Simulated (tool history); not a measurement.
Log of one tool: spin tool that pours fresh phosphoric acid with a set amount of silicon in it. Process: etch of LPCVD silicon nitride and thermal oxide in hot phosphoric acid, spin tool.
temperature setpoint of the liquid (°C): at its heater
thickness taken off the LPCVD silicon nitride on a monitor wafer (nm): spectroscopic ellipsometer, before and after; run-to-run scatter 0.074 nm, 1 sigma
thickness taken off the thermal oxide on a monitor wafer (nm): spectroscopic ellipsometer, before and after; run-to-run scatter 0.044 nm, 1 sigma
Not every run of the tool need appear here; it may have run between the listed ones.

| run | hour | temperature setpoint of the liquid (°C) | silicon dissolved in the acid as it is poured (mg a litre) | time under the liquid (s) | thickness taken off the LPCVD silicon nitride on a monitor wafer (nm) | thickness taken off the thermal oxide on a monitor wafer (nm) |
|---|---|---|---|---|---|---|
| 1 | 0.0 | 161.0 | 25.5 | 95 | 8.5618 | 0.13640 |
| 2 | 8.0 | 161.0 | 12.0 | 95 | 8.7191 | 0.20076 |
| 3 | 11.8 | 161.5 | 13.5 | 100 | 9.2313 | 0.18846 |
| 4 | 19.5 | 162.0 | 12.5 | 105 | 9.9206 | 0.23250 |
| 5 | 24.5 | 162.5 | 14.0 | 110 | 10.5100 | 0.21776 |
| 6 | 26.0 | 162.5 | 19.5 | 110 | 10.4840 | 0.25928 |
| 7 | 27.0 | 165.0 | 4.0 | 135 | 14.1010 | 0.46705 |
| 8 | 30.0 | 165.0 | 7.0 | 135 | 14.0320 | 0.56626 |

Predict the results of run 9:
| 9 | 36.6 | 164.5 | 10.0 | 135 | ? | ? |

{"run 9": {"thickness taken off the LPCVD silicon nitride on a monitor wafer (nm)": 13.721, "thickness taken off the thermal oxide on a monitor wafer (nm)": 0.39707}}

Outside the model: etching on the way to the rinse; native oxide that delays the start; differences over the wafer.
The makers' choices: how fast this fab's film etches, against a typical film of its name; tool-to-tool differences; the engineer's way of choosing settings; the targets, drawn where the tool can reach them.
